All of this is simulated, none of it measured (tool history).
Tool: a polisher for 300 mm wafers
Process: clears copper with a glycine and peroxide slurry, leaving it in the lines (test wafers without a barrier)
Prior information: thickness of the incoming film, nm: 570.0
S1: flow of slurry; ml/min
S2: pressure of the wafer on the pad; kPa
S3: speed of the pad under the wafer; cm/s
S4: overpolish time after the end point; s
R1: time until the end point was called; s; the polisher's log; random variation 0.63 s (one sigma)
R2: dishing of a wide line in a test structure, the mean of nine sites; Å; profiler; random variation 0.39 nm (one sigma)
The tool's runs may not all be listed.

run    day   S1    S2   S3  S4      R1      R2
  1      0  290  22.1  114  15  100.69  553.05
  2  0.067  290  17.9  114  15  120.97  453.58
  3  0.162  245  17.9  114  15  121.45  453.14
  4  0.371  235  17.9  122  14  115.95   452.9
  5  0.475  235  17.9  122  17  117.68  533.31
  6  0.625  235  17.9   96  17  142.61  453.79
  7  0.988  260  17.9  106  15  131.58  437.59
  8  1.354  285  17.9  116  14  118.96  442.01
  9  1.446  305  17.9  124  13  112.66  435.03
 10   1.55  385  19.3  156   6  86.907  280.76
 11  1.729  395    20  158   6  82.576  292.98
 12      2  400    20  160   6  81.347  290.45
 13  2.204  405    20  162   6  81.949  300.94
 14  2.292  410  20.7  164   6  76.861  315.81

Estimate the outcome of run 15 from the log above:
 15  2.583  415  20.7  166   6   ?   ?

Run 15 measured R1 76.993 s, R2 308.8 Å.
